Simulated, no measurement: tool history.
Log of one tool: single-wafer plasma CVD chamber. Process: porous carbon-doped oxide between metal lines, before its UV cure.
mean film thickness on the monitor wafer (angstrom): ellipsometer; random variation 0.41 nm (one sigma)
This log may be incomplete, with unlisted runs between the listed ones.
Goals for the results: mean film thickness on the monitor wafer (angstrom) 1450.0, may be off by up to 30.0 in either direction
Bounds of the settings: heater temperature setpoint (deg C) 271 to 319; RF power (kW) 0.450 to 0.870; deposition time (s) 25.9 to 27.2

run	hour	heater temperature setpoint (deg C)	RF power (kW)	deposition time (s)	mean film thickness on the monitor wafer (angstrom)
1	0.0	295	0.660	27.2	1826.2
2	6.1	302	0.660	27.2	1762.9
3	14.9	313	0.660	27.2	1666.6
4	21.5	313	0.660	25.9	1586.2
5	27.0	313	0.660	27.2	1672.5
6	35.1	314	0.640	27.1	1626.7
7	36.9	315	0.625	27.0	1587.0
8	43.8	316	0.610	27.0	1555.6
9	46.1	316	0.600	27.0	1537.5
10	47.1	316	0.590	27.0	1520.2
11	54.8	316	0.585	27.0	1510.5
12	59.2	316	0.580	27.0	1498.7

Consider the 5 candidate settings below. Which is the only one whose results all fall within their allowed miss of target?
A	63.6	319	0.605	27.2	?
B	63.6	313	0.575	25.9	?
C	63.6	319	0.655	26.9	?
D	63.6	305	0.575	27.2	?
E	63.6	310	0.640	25.9	?

move	mean film thickness on the monitor wafer (angstrom)
A	1540.6
B	1460.1
C	1606.7
D	1591.0
E	1590.4
A: further off than the last run
B: every result lands within tolerance
C: further off than the last run
D: further off than the last run
E: further off than the last run
B is the move that brings every result within its allowed miss.
